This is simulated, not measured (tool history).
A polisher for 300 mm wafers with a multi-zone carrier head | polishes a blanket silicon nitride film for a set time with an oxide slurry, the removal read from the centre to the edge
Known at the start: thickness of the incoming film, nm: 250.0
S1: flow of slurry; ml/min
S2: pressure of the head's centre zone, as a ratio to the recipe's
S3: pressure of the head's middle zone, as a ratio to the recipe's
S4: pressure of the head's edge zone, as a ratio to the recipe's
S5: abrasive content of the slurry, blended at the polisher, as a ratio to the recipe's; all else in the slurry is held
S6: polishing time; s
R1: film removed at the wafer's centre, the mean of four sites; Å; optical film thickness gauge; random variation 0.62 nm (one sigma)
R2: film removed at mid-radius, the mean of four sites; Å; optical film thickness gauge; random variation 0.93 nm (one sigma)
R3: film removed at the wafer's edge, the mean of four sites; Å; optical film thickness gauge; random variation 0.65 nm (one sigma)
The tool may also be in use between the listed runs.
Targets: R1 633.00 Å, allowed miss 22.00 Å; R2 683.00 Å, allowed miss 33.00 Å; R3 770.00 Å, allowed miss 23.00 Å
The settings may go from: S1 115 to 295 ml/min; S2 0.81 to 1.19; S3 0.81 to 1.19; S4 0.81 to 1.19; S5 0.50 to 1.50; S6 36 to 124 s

Run 1, hour 0.0: S1 190 ml/min, S2 1.00, S3 1.00, S4 1.00, S5 1.00, S6 79 s. Result: R1 935.73 Å, R2 911.54 Å, R3 920.23 Å.
Run 2, hour 2.0: S1 180 ml/min, S2 0.97, S3 0.98, S4 1.00, S5 0.95, S6 79 s. Result: R1 875.38 Å, R2 891.49 Å, R3 901.05 Å.
Run 3, hour 5.0: S1 180 ml/min, S2 0.97, S3 0.98, S4 1.00, S5 1.05, S6 79 s. Result: R1 917.22 Å, R2 913.47 Å, R3 937.81 Å.
Run 4, hour 11.5: S1 180 ml/min, S2 0.97, S3 0.98, S4 1.00, S5 1.20, S6 79 s. Result: R1 980.82 Å, R2 992.84 Å, R3 978.89 Å.
Run 5, hour 18.8: S1 180 ml/min, S2 0.97, S3 0.98, S4 1.00, S5 1.35, S6 79 s. Result: R1 1014.60 Å, R2 1023.40 Å, R3 1034.80 Å.
Run 6, hour 26.0: S1 175 ml/min, S2 0.94, S3 0.95, S4 1.00, S5 1.20, S6 78 s. Result: R1 925.48 Å, R2 917.90 Å, R3 982.34 Å.
Run 7, hour 27.4: S1 170 ml/min, S2 0.92, S3 0.95, S4 0.99, S5 1.10, S6 78 s. Result: R1 862.47 Å, R2 894.96 Å, R3 928.53 Å.
Run 8, hour 33.7: S1 165 ml/min, S2 0.90, S3 0.93, S4 0.98, S5 1.05, S6 78 s. Result: R1 833.07 Å, R2 840.22 Å, R3 921.28 Å.
Run 9, hour 35.6: S1 165 ml/min, S2 0.90, S3 0.93, S4 0.98, S5 1.05, S6 78 s. Result: R1 829.44 Å, R2 847.96 Å, R3 912.29 Å.
Run 10, hour 38.8: S1 160 ml/min, S2 0.88, S3 0.92, S4 0.97, S5 1.00, S6 78 s. Result: R1 781.06 Å, R2 832.98 Å, R3 888.34 Å.
Run 11, hour 40.2: S1 155 ml/min, S2 0.87, S3 0.90, S4 0.96, S5 0.95, S6 78 s. Result: R1 747.69 Å, R2 785.16 Å, R3 850.92 Å.
Run 12, hour 43.1: S1 125 ml/min, S2 0.81, S3 0.86, S4 0.96, S5 0.80, S6 77 s. Result: R1 602.34 Å, R2 648.95 Å, R3 754.59 Å.

Which of these 4 next moves meets every target?
Run A, hour 46.0: S1 125 ml/min, S2 0.81, S3 0.86, S4 0.91, S5 0.80, S6 80 s. Result: R1 ?, R2 ?, R3 ?.
Run B, hour 46.0: S1 160 ml/min, S2 0.89, S3 0.88, S4 0.93, S5 0.50, S6 90 s. Result: R1 ?, R2 ?, R3 ?.
Run C, hour 46.0: S1 115 ml/min, S2 0.85, S3 0.83, S4 0.96, S5 0.75, S6 79 s. Result: R1 ?, R2 ?, R3 ?.
Run D, hour 46.0: S1 115 ml/min, S2 0.81, S3 0.84, S4 0.94, S5 0.60, S6 89 s. Result: R1 ?, R2 ?, R3 ?.

move      R1      R2      R3
   A  619.50  676.96  773.31
   B  638.61  641.71  713.64
   C  607.60  616.14  743.06
   D  582.36  626.19  742.22
A: meets every target
B: brings the result that was furthest off to its target, and leaves another outside
C: further off than the last run
D: further off than the last run
Move A is the one to make.

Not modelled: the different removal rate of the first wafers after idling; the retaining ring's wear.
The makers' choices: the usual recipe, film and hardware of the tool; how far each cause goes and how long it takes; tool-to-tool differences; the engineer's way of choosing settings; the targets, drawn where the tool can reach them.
